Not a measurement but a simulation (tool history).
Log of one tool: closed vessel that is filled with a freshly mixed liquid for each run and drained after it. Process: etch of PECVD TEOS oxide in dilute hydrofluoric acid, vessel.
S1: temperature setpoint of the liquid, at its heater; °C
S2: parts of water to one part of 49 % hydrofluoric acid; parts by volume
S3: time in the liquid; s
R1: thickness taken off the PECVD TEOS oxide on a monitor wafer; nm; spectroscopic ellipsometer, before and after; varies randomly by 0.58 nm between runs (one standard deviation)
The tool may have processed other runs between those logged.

run  hour    S1   S2   S3      R1
  1     0    24  145  350  38.028
  2   1.5  26.5  145  350    41.4
  3   4.9    27  140  350  44.919
  4  14.1    27  140  350  44.121
  5  22.2    27  140  375  47.972
  6  29.4    27  180  375  35.413

Forecast run 7:
  7  33.5  27.5  170  375   ?

Run 7 gave R1 38.705 nm.
